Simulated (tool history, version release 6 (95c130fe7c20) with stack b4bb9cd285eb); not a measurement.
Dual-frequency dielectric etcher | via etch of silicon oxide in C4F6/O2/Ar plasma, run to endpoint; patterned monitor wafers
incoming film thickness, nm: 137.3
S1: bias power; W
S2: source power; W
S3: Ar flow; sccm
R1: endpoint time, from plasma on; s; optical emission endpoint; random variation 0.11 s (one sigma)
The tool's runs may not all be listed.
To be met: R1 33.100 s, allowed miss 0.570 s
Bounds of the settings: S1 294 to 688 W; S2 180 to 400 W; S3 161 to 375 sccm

| run | day | S1 | S2 | S3 | R1 |
|---|---|---|---|---|---|
| 1 | 0.000 | 491 | 290 | 268 | 30.450 |
| 2 | 0.058 | 462 | 290 | 268 | 31.429 |
| 3 | 0.342 | 446 | 290 | 268 | 31.766 |
| 4 | 0.692 | 446 | 290 | 226 | 31.409 |
| 5 | 0.804 | 446 | 290 | 255 | 31.684 |
| 6 | 0.950 | 446 | 320 | 255 | 30.378 |
| 7 | 1.308 | 419 | 320 | 255 | 31.722 |
| 8 | 1.388 | 408 | 320 | 255 | 31.970 |

4 next moves are on the table. One of them brings every result within its allowed miss. Which?
| A | 1.467 | 351 | 350 | 259 | ? |
| B | 1.467 | 362 | 290 | 253 | ? |
| C | 1.467 | 361 | 310 | 265 | ? |
| D | 1.467 | 458 | 310 | 272 | ? |

| move | R1 |
|---|---|
| A | 33.085 |
| B | 34.868 |
| C | 34.221 |
| D | 30.854 |
A: meets every target
B: takes the result that was furthest off past its target
C: takes the result that was furthest off past its target
D: further off than the last run
The right move is A.

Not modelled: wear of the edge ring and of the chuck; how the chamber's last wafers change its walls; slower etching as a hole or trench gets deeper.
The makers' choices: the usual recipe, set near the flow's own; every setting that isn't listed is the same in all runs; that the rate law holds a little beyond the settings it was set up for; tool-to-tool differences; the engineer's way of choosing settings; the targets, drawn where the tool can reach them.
